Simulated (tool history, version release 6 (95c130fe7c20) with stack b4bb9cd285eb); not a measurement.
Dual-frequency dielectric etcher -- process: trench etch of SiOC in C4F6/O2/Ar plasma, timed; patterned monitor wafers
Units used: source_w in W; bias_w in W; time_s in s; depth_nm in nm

run 1 hour=0 | source_w=320 bias_w=240 time_s=22.5 | depth_nm=47.369
run 2 hour=1.2 | source_w=290 bias_w=240 time_s=22.5 | depth_nm=45.112
run 3 hour=3.5 | source_w=290 bias_w=269 time_s=22.5 | depth_nm=46.557
run 4 hour=6.3 | source_w=280 bias_w=268 time_s=22.5 | depth_nm=46
run 5 hour=7.4 | source_w=230 bias_w=268 time_s=22.5 | depth_nm=42.723
run 6 hour=16.1 | source_w=230 bias_w=307 time_s=22.5 | depth_nm=44.138
run 7 hour=18.7 | source_w=230 bias_w=306 time_s=22.5 | depth_nm=43.691
run 8 hour=19.6 | source_w=230 bias_w=305 time_s=22.5 | depth_nm=43.721
run 9 hour=27.6 | source_w=230 bias_w=304 time_s=22.5 | depth_nm=44.485

What will run 10 give?
run 10 hour=36.1 | source_w=190 bias_w=283 time_s=22.5 | depth_nm=?

Logged for run 10: depth_nm 40.487 nm.
